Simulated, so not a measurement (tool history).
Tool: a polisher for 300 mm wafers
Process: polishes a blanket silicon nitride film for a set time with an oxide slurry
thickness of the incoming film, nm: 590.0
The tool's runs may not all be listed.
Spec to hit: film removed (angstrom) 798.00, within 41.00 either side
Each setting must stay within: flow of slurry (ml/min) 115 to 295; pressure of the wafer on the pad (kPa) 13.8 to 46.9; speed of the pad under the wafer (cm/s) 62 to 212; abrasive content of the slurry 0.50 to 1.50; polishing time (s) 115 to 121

run    day  flow of slurry (ml/min)  pressure of the wafer on the pad (kPa)  speed of the pad under the wafer (cm/s)  abrasive content of the slurry  polishing time (s)  film removed (angstrom)
  1  0.000                      190                                    30.3                                      136                            1.00                 115                  1377.40
  2  0.129                      190                                    26.2                                      134                            1.00                 115                  1162.10
  3  0.296                      190                                    26.2                                      134                            1.00                 121                  1222.00
  4  0.496                      170                                    26.2                                      134                            1.00                 121                  1224.90
  5  0.758                      170                                    20.7                                      134                            1.00                 121                   968.31
  6  1.104                      170                                    19.3                                      134                            1.00                 121                   886.82
  7  1.321                      170                                    18.6                                      134                            1.00                 121                   888.05
  8  1.404                      170                                    17.9                                      134                            1.00                 121                   848.59

Which of these 4 next moves meets every target?
  A  1.488                      180                                    17.9                                      128                            1.05                 115                        ?
  B  1.488                      190                                    17.2                                      148                            1.05                 115                        ?
  C  1.488                      165                                    19.3                                      148                            0.95                 119                        ?
  D  1.488                      150                                    18.6                                      146                            1.05                 121                        ?

move  film removed (angstrom)
   A                   798.31
   B                   871.19
   C                   923.77
   D                   936.17
A: every result lands within tolerance
B: lands further from the targets than the last run did
C: lands further from the targets than the last run did
D: lands further from the targets than the last run did
So the answer is move A, the one that meets all the targets.

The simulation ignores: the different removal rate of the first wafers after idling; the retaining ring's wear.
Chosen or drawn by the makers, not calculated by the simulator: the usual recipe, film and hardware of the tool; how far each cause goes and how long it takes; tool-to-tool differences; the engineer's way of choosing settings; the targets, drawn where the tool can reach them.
